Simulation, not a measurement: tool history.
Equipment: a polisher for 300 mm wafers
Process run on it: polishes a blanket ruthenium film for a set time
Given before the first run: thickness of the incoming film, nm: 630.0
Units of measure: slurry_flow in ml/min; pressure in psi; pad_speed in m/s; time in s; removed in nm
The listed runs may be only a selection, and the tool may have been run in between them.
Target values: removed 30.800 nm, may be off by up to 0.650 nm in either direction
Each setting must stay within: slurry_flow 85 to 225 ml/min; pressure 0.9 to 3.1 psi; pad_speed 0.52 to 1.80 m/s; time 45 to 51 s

run  hour  slurry_flow  pressure  pad_speed  time  removed
  1   0.0          145       2.0       1.16    51   59.885
  2   4.5          170       2.0       1.16    51   61.563
  3  12.6          160       1.8       1.14    51   54.134
  4  16.3          160       2.1       1.14    51   62.620
  5  24.3          150       1.9       1.12    51   55.072
  6  30.2          140       1.7       1.12    51   48.539
  7  37.2          130       1.6       1.12    51   45.493
  8  45.7          125       1.5       1.12    51   42.704
  9  47.4           95       0.9       1.12    51   24.094
 10  48.8          110       0.9       1.12    51   25.143
 11  51.6          130       0.9       1.12    51   26.517

Consider the 4 candidate settings below. Which is the only one whose results all fall within their allowed miss of target?
  A  54.4          140       1.3       0.94    49        ?
  B  54.4           90       1.0       0.96    50        ?
  C  54.4           95       1.1       1.06    46        ?
  D  54.4          155       0.9       1.04    50        ?

move  removed
   A   30.641
   B   22.127
   C   24.950
   D   24.829
A: in spec on every target
B: the biggest miss grows against the last run
C: the biggest miss grows against the last run
D: the biggest miss grows against the last run
Move A is the one to make.
